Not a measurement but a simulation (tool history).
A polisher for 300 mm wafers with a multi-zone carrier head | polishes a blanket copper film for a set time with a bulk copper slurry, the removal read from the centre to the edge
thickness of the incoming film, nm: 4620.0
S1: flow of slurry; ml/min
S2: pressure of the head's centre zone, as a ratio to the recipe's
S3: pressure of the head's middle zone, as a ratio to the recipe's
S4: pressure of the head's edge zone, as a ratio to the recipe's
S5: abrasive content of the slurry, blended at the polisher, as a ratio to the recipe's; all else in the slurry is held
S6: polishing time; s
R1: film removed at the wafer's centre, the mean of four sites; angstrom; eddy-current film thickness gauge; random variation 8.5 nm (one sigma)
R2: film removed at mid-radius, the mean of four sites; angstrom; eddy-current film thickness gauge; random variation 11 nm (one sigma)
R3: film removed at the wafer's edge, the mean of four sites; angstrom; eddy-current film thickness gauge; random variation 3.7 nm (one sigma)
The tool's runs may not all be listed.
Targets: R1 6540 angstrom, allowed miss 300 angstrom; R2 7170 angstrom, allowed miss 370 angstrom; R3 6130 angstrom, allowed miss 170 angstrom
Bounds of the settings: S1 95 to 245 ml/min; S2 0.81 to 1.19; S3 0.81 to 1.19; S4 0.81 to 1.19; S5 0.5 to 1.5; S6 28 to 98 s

{"run": 1, "hour": 0.0, "S1": 155, "S2": 1, "S3": 1, "S4": 1, "S5": 1, "S6": 63, "R1": 5214.2, "R2": 5320.5, "R3": 5154.2}
{"run": 2, "hour": 8.0, "S1": 165, "S2": 1.02, "S3": 1.04, "S4": 1.02, "S5": 1.05, "S6": 63, "R1": 5555.2, "R2": 5452.9, "R3": 5338.8}
{"run": 3, "hour": 15.8, "S1": 165, "S2": 1.02, "S3": 1.04, "S4": 1.02, "S5": 1.05, "S6": 73, "R1": 6271.7, "R2": 6381.8, "R3": 6156.2}
{"run": 4, "hour": 20.9, "S1": 170, "S2": 1.02, "S3": 1.07, "S4": 1, "S5": 1.05, "S6": 73, "R1": 6388.2, "R2": 6470.5, "R3": 6195.3}
{"run": 5, "hour": 26.4, "S1": 170, "S2": 1.05, "S3": 1.07, "S4": 1, "S5": 1.05, "S6": 73, "R1": 6658.5, "R2": 6697.1, "R3": 6095.1}
{"run": 6, "hour": 28.8, "S1": 170, "S2": 1.05, "S3": 1.07, "S4": 1, "S5": 1.15, "S6": 73, "R1": 6842.9, "R2": 6907.8, "R3": 6297.5}
{"run": 7, "hour": 31.8, "S1": 165, "S2": 1.04, "S3": 1.09, "S4": 0.99, "S5": 1.15, "S6": 73, "R1": 6785.2, "R2": 6531.6, "R3": 6236.6}
{"run": 8, "hour": 35.9, "S1": 175, "S2": 1.04, "S3": 1.08, "S4": 0.98, "S5": 1.1, "S6": 74, "R1": 6765.3, "R2": 6880.8, "R3": 6250.7}
{"run": 9, "hour": 38.1, "S1": 180, "S2": 1.03, "S3": 1.08, "S4": 0.96, "S5": 1.1, "S6": 74, "R1": 6839.7, "R2": 6831.7, "R3": 6206.8}

4 next moves are on the table. One of them brings every result within its allowed miss. Which?
{"run": "A", "hour": 40.3, "S1": 165, "S2": 1.1, "S3": 1.08, "S4": 1.02, "S5": 1.1, "S6": 71, "R1": "?", "R2": "?", "R3": "?"}
{"run": "B", "hour": 40.3, "S1": 245, "S2": 1.06, "S3": 1.14, "S4": 0.81, "S5": 0.75, "S6": 80, "R1": "?", "R2": "?", "R3": "?"}
{"run": "C", "hour": 40.3, "S1": 145, "S2": 1.16, "S3": 1.09, "S4": 1, "S5": 1.25, "S6": 72, "R1": "?", "R2": "?", "R3": "?"}
{"run": "D", "hour": 40.3, "S1": 230, "S2": 1, "S3": 1.15, "S4": 0.96, "S5": 1, "S6": 73, "R1": "?", "R2": "?", "R3": "?"}

move=A R1=6771 R2=6483.5 R3=5968.3
move=B R1=7184.9 R2=7399.1 R3=5782.9
move=C R1=7267.3 R2=6659.6 R3=6068.5
move=D R1=6535.8 R2=7192.3 R3=6041.5
A: brings the result that was furthest off to its target, and leaves another outside
B: further off than the last run
C: further off than the last run
D: meets every target
Move D is the one to make.
